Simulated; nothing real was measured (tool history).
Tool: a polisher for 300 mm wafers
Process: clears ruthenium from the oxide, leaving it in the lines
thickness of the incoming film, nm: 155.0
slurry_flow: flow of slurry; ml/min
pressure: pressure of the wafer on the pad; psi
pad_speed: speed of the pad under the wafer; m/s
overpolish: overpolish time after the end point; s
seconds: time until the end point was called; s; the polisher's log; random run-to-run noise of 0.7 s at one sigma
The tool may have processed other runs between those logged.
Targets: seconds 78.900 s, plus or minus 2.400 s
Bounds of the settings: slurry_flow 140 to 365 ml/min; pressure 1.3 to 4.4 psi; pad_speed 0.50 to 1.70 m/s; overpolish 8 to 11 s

{"run": 1, "hour": 0.0, "slurry_flow": 235, "pressure": 2.8, "pad_speed": 1.1, "overpolish": 11, "seconds": 92.842}
{"run": 2, "hour": 1.2, "slurry_flow": 235, "pressure": 2.9, "pad_speed": 1.1, "overpolish": 11, "seconds": 91.814}
{"run": 3, "hour": 4.9, "slurry_flow": 235, "pressure": 3.0, "pad_speed": 1.1, "overpolish": 11, "seconds": 86.766}
{"run": 4, "hour": 8.0, "slurry_flow": 235, "pressure": 3.0, "pad_speed": 1.0, "overpolish": 11, "seconds": 94.192}
{"run": 5, "hour": 15.2, "slurry_flow": 270, "pressure": 3.0, "pad_speed": 1.0, "overpolish": 11, "seconds": 93.859}
{"run": 6, "hour": 16.7, "slurry_flow": 270, "pressure": 3.0, "pad_speed": 1.0, "overpolish": 8, "seconds": 93.06}
{"run": 7, "hour": 20.6, "slurry_flow": 270, "pressure": 3.1, "pad_speed": 1.0, "overpolish": 8, "seconds": 91.485}
{"run": 8, "hour": 25.4, "slurry_flow": 270, "pressure": 3.2, "pad_speed": 1.0, "overpolish": 8, "seconds": 88.112}
{"run": 9, "hour": 29.0, "slurry_flow": 270, "pressure": 3.4, "pad_speed": 1.0, "overpolish": 8, "seconds": 85.323}

Which one of the following 4 next-run settings gets every result inside its allowed miss? There is exactly one.
{"run": "A", "hour": 32.6, "slurry_flow": 295, "pressure": 3.1, "pad_speed": 1.08, "overpolish": 8, "seconds": "?"}
{"run": "B", "hour": 32.6, "slurry_flow": 290, "pressure": 3.3, "pad_speed": 1.0, "overpolish": 8, "seconds": "?"}
{"run": "C", "hour": 32.6, "slurry_flow": 230, "pressure": 3.2, "pad_speed": 1.08, "overpolish": 11, "seconds": "?"}
{"run": "D", "hour": 32.6, "slurry_flow": 270, "pressure": 3.5, "pad_speed": 1.06, "overpolish": 8, "seconds": "?"}

move=A seconds=85.869
move=B seconds=86.812
move=C seconds=85.698
move=D seconds=79.689
A: its largest miss is bigger than the last run's
B: its largest miss is bigger than the last run's
C: its largest miss is bigger than the last run's
D: all results in spec
The right move is D.
